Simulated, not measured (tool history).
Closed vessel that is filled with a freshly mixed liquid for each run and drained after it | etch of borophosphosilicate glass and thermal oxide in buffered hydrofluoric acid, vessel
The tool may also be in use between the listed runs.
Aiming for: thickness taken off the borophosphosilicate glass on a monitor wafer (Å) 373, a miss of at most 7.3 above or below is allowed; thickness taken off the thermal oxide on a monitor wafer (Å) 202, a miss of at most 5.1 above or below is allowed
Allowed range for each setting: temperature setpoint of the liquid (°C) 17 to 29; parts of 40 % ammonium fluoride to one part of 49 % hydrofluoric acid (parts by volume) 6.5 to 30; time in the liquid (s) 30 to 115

run	hour	temperature setpoint of the liquid (°C)	parts of 40 % ammonium fluoride to one part of 49 % hydrofluoric acid (parts by volume)	time in the liquid (s)	thickness taken off the borophosphosilicate glass on a monitor wafer (Å)	thickness taken off the thermal oxide on a monitor wafer (Å)
1	0	21	19.5	60	524.43	282.74
2	0.9	21	23	60	468.6	253.82
3	8	21	23	70	545.98	295.56
4	14.7	21	28	70	476.93	255.9
5	19	24.5	28	70	573.27	311.74
6	22.4	26.5	28	70	638.91	347.66
7	24.7	24.5	28	70	576.67	313.2
8	30	23	28	70	528.96	286.09
9	33.2	21.5	28	70	485.88	263.34
10	39.3	20.5	28	70	457.45	248.43
# hour 45: hydrofluoric acid flow meter replaced
11	45	20.5	28	70	487.62	267.2
12	49.4	20.5	28	70	489.49	265.31
13	51	20	28.5	70	468.88	253.79
14	52	17	30	70	383.61	206.93
15	57.8	17	29.5	70	390.65	210.54
16	66.6	17	30	70	380.01	207.66
17	73.4	17	30	70	384.52	207.54
18	75.8	17	29.5	70	387.41	210.53
19	79.7	17	30	70	385.99	207.86
20	82.6	17	29.5	70	390.25	210.41
21	89.6	17	30	70	384.61	207.53
22	97.3	17	29.5	70	388.59	211.08
23	102.8	17	30	70	384.15	206.34

Which of these 4 next moves meets every target?
A	108.3	17.5	29.5	65	?	?
B	108.3	17	30	75	?	?
C	108.3	21	28.5	55	?	?
D	108.3	17.5	29.5	70	?	?

move	thickness taken off the borophosphosilicate glass on a monitor wafer (Å)	thickness taken off the thermal oxide on a monitor wafer (Å)
A	371.17	199.57
B	411.47	221.17
C	391.36	210.86
D	399.73	214.92
A: all results in spec
B: misses by more than the last run did
C: misses by more than the last run did
D: misses by more than the last run did
Answer: A

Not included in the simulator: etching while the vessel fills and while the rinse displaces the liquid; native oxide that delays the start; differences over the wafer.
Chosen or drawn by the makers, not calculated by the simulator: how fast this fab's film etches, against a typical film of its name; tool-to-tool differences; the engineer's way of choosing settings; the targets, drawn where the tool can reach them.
